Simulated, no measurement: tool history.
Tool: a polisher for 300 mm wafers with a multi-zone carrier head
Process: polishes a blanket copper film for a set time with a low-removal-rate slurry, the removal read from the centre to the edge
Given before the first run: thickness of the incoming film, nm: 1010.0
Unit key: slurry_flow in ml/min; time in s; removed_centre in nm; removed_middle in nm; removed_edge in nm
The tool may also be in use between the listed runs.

{"run": 1, "hour": 0.0, "slurry_flow": 135, "centre_zone": 1, "middle_zone": 1, "edge_zone": 1, "slurry_solids": 1, "time": 83, "removed_centre": 155.81, "removed_middle": 150.37, "removed_edge": 151.93}
{"run": 2, "hour": 3.3, "slurry_flow": 145, "centre_zone": 0.99, "middle_zone": 1.03, "edge_zone": 1.04, "slurry_solids": 1.1, "time": 84, "removed_centre": 162.86, "removed_middle": 162.92, "removed_edge": 162.01}
{"run": 3, "hour": 10.6, "slurry_flow": 135, "centre_zone": 0.99, "middle_zone": 1.03, "edge_zone": 1.04, "slurry_solids": 1.1, "time": 84, "removed_centre": 160.98, "removed_middle": 167.49, "removed_edge": 162.43}
{"run": 4, "hour": 13.4, "slurry_flow": 135, "centre_zone": 0.99, "middle_zone": 1.03, "edge_zone": 1.04, "slurry_solids": 1.2, "time": 84, "removed_centre": 165.04, "removed_middle": 162.53, "removed_edge": 166.14}
{"run": 5, "hour": 20.8, "slurry_flow": 135, "centre_zone": 0.94, "middle_zone": 1.03, "edge_zone": 1.04, "slurry_solids": 1.2, "time": 84, "removed_centre": 156.29, "removed_middle": 167.16, "removed_edge": 165.98}
{"run": 6, "hour": 29.0, "slurry_flow": 140, "centre_zone": 0.95, "middle_zone": 1.05, "edge_zone": 1.07, "slurry_solids": 1.25, "time": 84, "removed_centre": 158.91, "removed_middle": 167.5, "removed_edge": 168.27}
{"run": 7, "hour": 34.4, "slurry_flow": 140, "centre_zone": 0.95, "middle_zone": 1.07, "edge_zone": 1.08, "slurry_solids": 1.3, "time": 86, "removed_centre": 167.73, "removed_middle": 181.73, "removed_edge": 178.2}
{"run": 8, "hour": 43.4, "slurry_flow": 145, "centre_zone": 0.95, "middle_zone": 1.08, "edge_zone": 1.1, "slurry_solids": 1.35, "time": 86, "removed_centre": 171.49, "removed_middle": 186.44, "removed_edge": 180.1}
{"run": 9, "hour": 49.8, "slurry_flow": 150, "centre_zone": 0.95, "middle_zone": 1.08, "edge_zone": 1.12, "slurry_solids": 1.4, "time": 86, "removed_centre": 172.23, "removed_middle": 189.2, "removed_edge": 182.02}

Run 10 has not been measured yet. What should we expect?
{"run": 10, "hour": 54.7, "slurry_flow": 150, "centre_zone": 0.95, "middle_zone": 1.08, "edge_zone": 1.13, "slurry_solids": 1.45, "time": 87, "removed_centre": "?", "removed_middle": "?", "removed_edge": "?"}

removed_centre: 175.85 nm
removed_middle: 194.58 nm
removed_edge: 187.87 nm
